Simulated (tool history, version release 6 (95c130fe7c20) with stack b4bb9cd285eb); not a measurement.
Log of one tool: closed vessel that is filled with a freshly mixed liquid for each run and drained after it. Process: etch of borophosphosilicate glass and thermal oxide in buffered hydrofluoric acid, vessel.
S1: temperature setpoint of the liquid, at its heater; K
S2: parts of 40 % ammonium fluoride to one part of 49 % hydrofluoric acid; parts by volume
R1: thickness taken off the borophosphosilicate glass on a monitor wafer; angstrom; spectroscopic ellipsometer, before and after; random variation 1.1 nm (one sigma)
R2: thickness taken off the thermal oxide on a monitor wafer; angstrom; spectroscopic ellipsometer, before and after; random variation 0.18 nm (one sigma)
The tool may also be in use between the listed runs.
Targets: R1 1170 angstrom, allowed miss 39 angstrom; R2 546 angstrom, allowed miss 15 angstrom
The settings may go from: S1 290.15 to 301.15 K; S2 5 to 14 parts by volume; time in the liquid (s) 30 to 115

{"run": 1, "hour": 0.0, "S1": 293.15, "S2": 8.5, "time in the liquid (s)": 60, "R1": 1490.5, "R2": 686.96}
{"run": 2, "hour": 8.1, "S1": 292.65, "S2": 8.5, "time in the liquid (s)": 60, "R1": 1416, "R2": 663.06}
{"run": 3, "hour": 10.9, "S1": 292.15, "S2": 8.5, "time in the liquid (s)": 60, "R1": 1386.1, "R2": 646.01}
{"run": 4, "hour": 13.6, "S1": 290.15, "S2": 8.5, "time in the liquid (s)": 60, "R1": 1258.6, "R2": 577.9}
{"run": 5, "hour": 15.2, "S1": 293.15, "S2": 8.5, "time in the liquid (s)": 60, "R1": 1494.3, "R2": 685.58}
{"run": 6, "hour": 16.9, "S1": 292.65, "S2": 8.5, "time in the liquid (s)": 60, "R1": 1439.9, "R2": 665.67}
{"run": 7, "hour": 22.8, "S1": 292.15, "S2": 8.5, "time in the liquid (s)": 60, "R1": 1380.4, "R2": 643}
{"run": 8, "hour": 25.6, "S1": 292.15, "S2": 8.5, "time in the liquid (s)": 60, "R1": 1396.1, "R2": 646.32}
{"run": 9, "hour": 30.2, "S1": 292.15, "S2": 8.5, "time in the liquid (s)": 60, "R1": 1396.8, "R2": 650.03}
{"run": 10, "hour": 38.0, "S1": 291.65, "S2": 8.5, "time in the liquid (s)": 60, "R1": 1363, "R2": 630.71}

5 next moves are on the table. One of them brings every result within its allowed miss. Which?
{"run": "A", "hour": 45.8, "S1": 300.15, "S2": 9, "time in the liquid (s)": 35, "R1": "?", "R2": "?"}
{"run": "B", "hour": 45.8, "S1": 301.15, "S2": 14, "time in the liquid (s)": 65, "R1": "?", "R2": "?"}
{"run": "C", "hour": 45.8, "S1": 290.15, "S2": 8, "time in the liquid (s)": 50, "R1": "?", "R2": "?"}
{"run": "D", "hour": 45.8, "S1": 297.15, "S2": 12.5, "time in the liquid (s)": 50, "R1": "?", "R2": "?"}
{"run": "E", "hour": 45.8, "S1": 290.15, "S2": 7.5, "time in the liquid (s)": 45, "R1": "?", "R2": "?"}

move=A R1=1198.4 R2=550.4
move=B R1=1577 R2=726.65
move=C R1=1129.5 R2=514.31
move=D R1=1095.6 R2=503.46
move=E R1=1091.2 R2=496.38
A: meets every target
B: further off than the last run
C: takes the result that was furthest off past its target
D: takes the result that was furthest off past its target
E: takes the result that was furthest off past its target
The right move is A.

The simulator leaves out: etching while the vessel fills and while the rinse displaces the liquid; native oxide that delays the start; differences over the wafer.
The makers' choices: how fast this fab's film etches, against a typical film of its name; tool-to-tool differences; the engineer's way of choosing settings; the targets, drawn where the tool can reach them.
